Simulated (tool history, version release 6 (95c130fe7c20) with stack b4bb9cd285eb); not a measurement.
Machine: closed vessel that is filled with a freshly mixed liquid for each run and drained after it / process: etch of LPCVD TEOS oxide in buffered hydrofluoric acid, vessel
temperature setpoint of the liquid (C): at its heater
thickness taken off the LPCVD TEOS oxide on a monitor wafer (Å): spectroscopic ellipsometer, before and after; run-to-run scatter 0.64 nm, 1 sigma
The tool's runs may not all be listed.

| run | hour | temperature setpoint of the liquid (C) | parts of 40 % ammonium fluoride to one part of 49 % hydrofluoric acid (parts by volume) | time in the liquid (s) | thickness taken off the LPCVD TEOS oxide on a monitor wafer (Å) |
|---|---|---|---|---|---|
| 1 | 0 | 24 | 16.5 | 85 | 2167.6 |
| 2 | 4.9 | 22.5 | 16.5 | 85 | 2009.3 |
| 3 | 10.6 | 24 | 16.5 | 85 | 2160.6 |
| 4 | 14.2 | 22.5 | 17 | 85 | 1961.1 |
| 5 | 19.6 | 21.5 | 17.5 | 85 | 1788.1 |
| 6 | 27.8 | 20 | 17.5 | 85 | 1633 |

Run 7 comes next. What will it give?
| 7 | 31 | 20 | 17.5 | 85 | ? |

Run 7 produced thickness taken off the LPCVD TEOS oxide on a monitor wafer (Å) 1641.6.
